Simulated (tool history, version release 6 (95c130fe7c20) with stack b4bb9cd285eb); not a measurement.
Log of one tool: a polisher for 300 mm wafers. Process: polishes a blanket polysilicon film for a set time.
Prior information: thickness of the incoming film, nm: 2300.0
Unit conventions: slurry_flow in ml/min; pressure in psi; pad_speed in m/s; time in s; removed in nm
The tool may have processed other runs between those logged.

Run 1, hour 0.0: slurry_flow 130 ml/min, pressure 3.1 psi, pad_speed 1.16 m/s, time 77 s. Result: removed 884.82 nm.
Run 2, hour 5.3: slurry_flow 135 ml/min, pressure 3.1 psi, pad_speed 1.16 m/s, time 77 s. Result: removed 894.26 nm.
Run 3, hour 8.5: slurry_flow 140 ml/min, pressure 3.1 psi, pad_speed 1.16 m/s, time 77 s. Result: removed 892.70 nm.
Run 4, hour 15.8: slurry_flow 140 ml/min, pressure 2.8 psi, pad_speed 1.16 m/s, time 77 s. Result: removed 804.28 nm.
Run 5, hour 18.0: slurry_flow 140 ml/min, pressure 2.9 psi, pad_speed 1.16 m/s, time 77 s. Result: removed 839.03 nm.
Run 6, hour 23.8: slurry_flow 110 ml/min, pressure 2.9 psi, pad_speed 1.16 m/s, time 77 s. Result: removed 798.52 nm.
Run 7, hour 26.1: slurry_flow 115 ml/min, pressure 3.0 psi, pad_speed 1.16 m/s, time 77 s. Result: removed 823.65 nm.
Run 8, hour 30.5: slurry_flow 120 ml/min, pressure 3.0 psi, pad_speed 1.16 m/s, time 77 s. Result: removed 835.79 nm.
Run 9, hour 33.2: slurry_flow 125 ml/min, pressure 3.0 psi, pad_speed 1.16 m/s, time 77 s. Result: removed 829.52 nm.
Run 10, hour 40.3: slurry_flow 130 ml/min, pressure 3.0 psi, pad_speed 1.16 m/s, time 77 s. Result: removed 851.51 nm.
Run 11, hour 41.4: slurry_flow 165 ml/min, pressure 3.3 psi, pad_speed 1.16 m/s, time 77 s. Result: removed 988.38 nm.

Forecast run 12:
Run 12, hour 48.7: slurry_flow 170 ml/min, pressure 3.3 psi, pad_speed 1.16 m/s, time 77 s. Result: removed ?.

{"run 12": {"removed": 979.17}}
